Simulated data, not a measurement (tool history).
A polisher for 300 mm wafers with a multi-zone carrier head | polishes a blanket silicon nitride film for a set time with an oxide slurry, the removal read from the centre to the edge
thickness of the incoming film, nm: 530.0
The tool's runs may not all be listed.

run    day  flow of slurry (ml/min)  pressure of the head's centre zone  pressure of the head's middle zone  pressure of the head's edge zone  abrasive content of the slurry  polishing time (s)  film removed at the wafer's centre (Å)  film removed at mid-radius (Å)  film removed at the wafer's edge (Å)
  1  0.000                      125                                1.00                                1.00                              1.00                            1.00                  86                                  416.21                          424.37                                412.72
  2  0.167                      125                                1.00                                1.00                              1.00                            0.80                  86                                  354.29                          364.60                                361.07
  3  0.529                      140                                1.00                                1.00                              1.00                            0.80                  86                                  367.91                          372.76                                358.19
  4  0.688                      160                                1.00                                1.00                              1.00                            0.80                  86                                  377.99                          382.08                                369.17
  5  0.933                      160                                1.00                                1.05                              1.00                            0.80                  86                                  377.74                          399.19                                370.52
  6  1.071                      160                                1.00                                1.05                              1.00                            0.80                  68                                  301.54                          312.96                                289.53
  7  1.383                      160                                1.02                                1.08                              1.04                            1.00                  73                                  381.86                          405.72                                375.18
  8  1.675                      165                                1.05                                1.11                              1.07                            1.15                  73                                  426.28                          451.04                                399.98
  9  1.971                      160                                1.05                                1.11                              1.10                            1.25                  77                                  457.43                          482.12                                444.60
 10  2.275                      160                                1.06                                1.13                              1.12                            1.35                  81                                  513.73                          547.22                                481.88
 11  2.646                      165                                1.06                                1.12                              1.14                            1.40                  84                                  545.30                          565.81                                497.65
 12  2.971                      145                                1.07                                1.13                              1.16                            1.45                  88                                  566.28                          594.14                                558.83
 13  3.283                      145                                1.08                                1.15                              1.16                            1.45                  89                                  574.48                          608.74                                546.18

The next listed run, before its measurement:
 14  3.554                      150                                1.07                                1.15                              1.17                            1.45                  91                                       ?                               ?                                     ?

{"run 14": {"film removed at the wafer's centre (Å)": 592.07, "film removed at mid-radius (Å)": 632.25, "film removed at the wafer's edge (Å)": 574.7}}
